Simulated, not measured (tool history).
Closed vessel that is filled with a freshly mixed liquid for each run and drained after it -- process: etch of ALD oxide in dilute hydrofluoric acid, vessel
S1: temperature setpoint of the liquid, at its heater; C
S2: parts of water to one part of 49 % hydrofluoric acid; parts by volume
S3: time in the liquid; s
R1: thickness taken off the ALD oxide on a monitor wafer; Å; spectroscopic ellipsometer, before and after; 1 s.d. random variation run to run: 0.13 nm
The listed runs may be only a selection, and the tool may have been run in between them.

run	hour	S1	S2	S3	R1
1	0	21	260	160	96.869
2	3.9	22.5	250	160	107.13
3	12.8	22.5	250	170	112.61
4	20.8	23.5	240	170	124.45
5	22.9	24.5	235	170	129.62
6	26.5	24.5	235	170	131.09
7	33.4	25.5	230	170	140.25
8	42.1	26	225	170	147.02

Run 9 comes next. What will it give?
9	45.6	26.5	225	170	?

{"run 9": {"R1": 149.49}}
